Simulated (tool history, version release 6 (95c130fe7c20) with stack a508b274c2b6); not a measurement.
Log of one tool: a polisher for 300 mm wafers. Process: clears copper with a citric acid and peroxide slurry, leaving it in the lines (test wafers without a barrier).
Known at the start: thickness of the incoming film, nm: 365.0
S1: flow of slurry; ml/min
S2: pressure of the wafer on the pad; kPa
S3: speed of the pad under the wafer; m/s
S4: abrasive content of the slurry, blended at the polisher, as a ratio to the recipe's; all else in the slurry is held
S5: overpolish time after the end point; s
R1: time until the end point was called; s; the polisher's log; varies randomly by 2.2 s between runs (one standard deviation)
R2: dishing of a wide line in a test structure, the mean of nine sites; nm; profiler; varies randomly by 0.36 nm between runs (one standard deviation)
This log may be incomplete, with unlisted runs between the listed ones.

| run | hour | S1 | S2 | S3 | S4 | S5 | R1 | R2 |
|---|---|---|---|---|---|---|---|---|
| 1 | 0.0 | 210 | 24.8 | 0.86 | 1.00 | 17 | 146.94 | 29.907 |
| 2 | 3.6 | 210 | 24.8 | 0.86 | 1.00 | 15 | 144.25 | 27.140 |
| 3 | 9.8 | 210 | 24.1 | 0.86 | 1.00 | 14 | 148.14 | 24.896 |
| 4 | 17.0 | 210 | 24.1 | 0.86 | 0.85 | 14 | 157.59 | 24.069 |
| 5 | 18.5 | 210 | 24.1 | 0.86 | 0.85 | 13 | 154.71 | 22.126 |
| 6 | 24.0 | 210 | 24.1 | 0.86 | 0.65 | 13 | 175.61 | 20.251 |

Run 7 is up next; what results do you expect?
| 7 | 28.1 | 210 | 24.8 | 0.86 | 0.65 | 12 | ? | ? |

{"run 7": {"R1": 167.47, "R2": 19.861}}
